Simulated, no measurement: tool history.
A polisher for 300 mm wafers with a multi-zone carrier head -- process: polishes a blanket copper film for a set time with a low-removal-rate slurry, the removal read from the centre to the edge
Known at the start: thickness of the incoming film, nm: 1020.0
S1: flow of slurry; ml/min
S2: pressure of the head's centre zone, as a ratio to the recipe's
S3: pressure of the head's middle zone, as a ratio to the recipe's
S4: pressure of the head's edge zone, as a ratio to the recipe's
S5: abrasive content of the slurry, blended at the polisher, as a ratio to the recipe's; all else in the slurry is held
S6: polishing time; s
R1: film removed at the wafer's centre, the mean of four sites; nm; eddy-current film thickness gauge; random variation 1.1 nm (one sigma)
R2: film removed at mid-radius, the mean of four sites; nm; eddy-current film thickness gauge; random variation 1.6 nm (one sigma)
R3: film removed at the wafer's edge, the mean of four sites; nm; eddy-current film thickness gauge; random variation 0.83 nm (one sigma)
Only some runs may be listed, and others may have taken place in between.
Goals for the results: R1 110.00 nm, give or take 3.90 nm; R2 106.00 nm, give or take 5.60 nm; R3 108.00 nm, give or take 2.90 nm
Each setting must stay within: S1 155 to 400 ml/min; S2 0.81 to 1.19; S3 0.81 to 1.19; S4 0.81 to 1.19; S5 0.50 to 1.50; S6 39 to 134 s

run,hour,S1,S2,S3,S4,S5,S6,R1,R2,R3
1,0.0,255,1.00,1.00,1.00,1.00,86,174.18,182.16,173.67
2,8.8,255,1.00,1.00,1.00,0.95,86,170.50,173.00,173.52
3,12.7,255,1.00,1.01,0.97,0.90,80,154.24,158.10,153.93
4,14.5,255,1.00,1.07,0.97,0.90,80,155.96,166.43,154.51
5,16.4,255,1.00,1.07,0.97,0.90,69,133.05,143.14,131.33
6,20.5,255,1.00,0.99,0.97,0.90,69,133.90,134.80,130.95
7,22.3,250,0.99,0.97,0.94,0.85,69,127.23,131.33,129.35
8,22.8,250,1.00,0.97,0.93,0.80,68,126.23,126.34,123.22
9,26.0,245,1.00,0.95,0.91,0.75,68,122.90,120.46,120.63
10,29.5,240,1.00,0.94,0.89,0.70,68,118.19,119.12,116.77
11,33.8,235,1.00,0.92,0.88,0.70,68,118.24,115.76,113.74
12,35.4,225,1.00,0.91,0.88,0.70,68,119.16,113.96,113.92
13,37.4,220,0.99,0.90,0.87,0.70,68,114.16,110.77,112.65
14,41.1,215,0.99,0.90,0.86,0.70,68,116.19,110.60,112.07
15,42.8,210,0.98,0.90,0.85,0.70,68,114.97,112.27,111.01

4 next moves are on the table. One of them brings every result within its allowed miss. Which?
A,44.5,240,1.04,0.86,0.95,0.75,66,?,?,?
B,44.5,165,1.13,0.89,0.87,0.80,65,?,?,?
C,44.5,155,0.97,0.85,0.81,0.70,70,?,?,?
D,44.5,195,1.07,1.07,0.81,0.85,63,?,?,?

move,R1,R2,R3
A,123.32,107.18,117.40
B,126.07,103.88,108.53
C,109.36,102.14,106.93
D,122.41,120.40,106.21
A: the biggest miss grows against the last run
B: the biggest miss grows against the last run
C: hits every target within its allowed miss
D: the biggest miss grows against the last run
Go with C: it meets all targets.
